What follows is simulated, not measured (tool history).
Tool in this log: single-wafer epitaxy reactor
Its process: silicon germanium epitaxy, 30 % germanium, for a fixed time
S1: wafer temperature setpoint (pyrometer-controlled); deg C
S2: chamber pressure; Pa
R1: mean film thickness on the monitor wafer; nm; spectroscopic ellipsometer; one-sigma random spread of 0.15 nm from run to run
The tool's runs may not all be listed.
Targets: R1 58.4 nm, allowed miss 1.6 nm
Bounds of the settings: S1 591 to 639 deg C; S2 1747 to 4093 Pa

run 1 hour=0 | S1=615 S2=2920 | R1=75.811
run 2 hour=8.8 | S1=623 S2=2920 | R1=86.095
run 3 hour=11.2 | S1=618 S2=2893 | R1=79.412
run 4 hour=12.9 | S1=614 S2=2866 | R1=74.378
run 5 hour=18.9 | S1=611 S2=2853 | R1=70.612
run 6 hour=22.2 | S1=609 S2=2840 | R1=68.51
run 7 hour=23.7 | S1=607 S2=2826 | R1=66.079
run 8 hour=32 | S1=605 S2=2813 | R1=63.868
run 9 hour=37.1 | S1=604 S2=2800 | R1=62.94
run 10 hour=41.6 | S1=603 S2=2800 | R1=62.012
run 11 hour=49.4 | S1=602 S2=2800 | R1=60.897

Exercise: of the 4 proposed moves below, exactly one satisfies all targets within the stated allowed misses. Which move is it?
run A hour=57.2 | S1=605 S2=2906 | R1=?
run B hour=57.2 | S1=604 S2=2773 | R1=?
run C hour=57.2 | S1=602 S2=2493 | R1=?
run D hour=57.2 | S1=598 S2=2360 | R1=?

move=A R1=64.518
move=B R1=62.409
move=C R1=58.135
move=D R1=53.446
A: lands further from the targets than the last run did
B: lands further from the targets than the last run did
C: every result within its allowed miss
D: pushes the last run's worst result past its target
The right move is C.
